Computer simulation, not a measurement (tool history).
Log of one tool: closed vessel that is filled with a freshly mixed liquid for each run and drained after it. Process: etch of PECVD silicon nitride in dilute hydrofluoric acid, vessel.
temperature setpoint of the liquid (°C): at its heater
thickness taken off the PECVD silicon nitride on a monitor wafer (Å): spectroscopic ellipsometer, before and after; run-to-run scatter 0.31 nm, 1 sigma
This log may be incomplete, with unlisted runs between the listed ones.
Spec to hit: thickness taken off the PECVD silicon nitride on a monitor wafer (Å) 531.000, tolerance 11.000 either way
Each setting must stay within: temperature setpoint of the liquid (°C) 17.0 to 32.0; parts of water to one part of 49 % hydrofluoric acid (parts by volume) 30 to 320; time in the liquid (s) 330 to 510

| run | day | temperature setpoint of the liquid (°C) | parts of water to one part of 49 % hydrofluoric acid (parts by volume) | time in the liquid (s) | thickness taken off the PECVD silicon nitride on a monitor wafer (Å) |
|---|---|---|---|---|---|
| 1 | 0.000 | 24.0 | 175 | 510 | 110.150 |
| 2 | 0.092 | 24.0 | 235 | 510 | 82.251 |
| 3 | 0.467 | 25.5 | 235 | 510 | 91.576 |
| 4 | 0.617 | 23.5 | 235 | 510 | 80.003 |
| 5 | 0.683 | 23.5 | 260 | 510 | 73.156 |
| 6 | 0.971 | 24.5 | 235 | 510 | 85.502 |
| 7 | 1.058 | 25.5 | 210 | 510 | 101.150 |
| 8 | 1.450 | 26.0 | 190 | 510 | 114.250 |
| 9 | 1.762 | 26.5 | 170 | 510 | 132.700 |
| 10 | 1.858 | 30.5 | 100 | 510 | 293.300 |
| 11 | 2.062 | 30.5 | 90 | 510 | 319.930 |
| 12 | 2.250 | 32.0 | 30 | 510 | 1060.800 |
| 13 | 2.638 | 30.5 | 30 | 510 | 964.060 |

Exercise: of the 4 proposed moves below, exactly one satisfies all targets within the stated allowed misses. Which move is it?
| A | 3.025 | 28.0 | 30 | 350 | ? |
| B | 3.025 | 30.5 | 55 | 510 | ? |
| C | 3.025 | 32.0 | 30 | 335 | ? |
| D | 3.025 | 26.5 | 40 | 505 | ? |

| move | thickness taken off the PECVD silicon nitride on a monitor wafer (Å) |
|---|---|
| A | 560.070 |
| B | 529.610 |
| C | 696.030 |
| D | 552.630 |
A: nearer the targets than the last run, but a result is still out of spec
B: each result inside its tolerance
C: nearer the targets than the last run, but a result is still out of spec
D: nearer the targets than the last run, but a result is still out of spec
So the answer is move B, the one that meets all the targets.
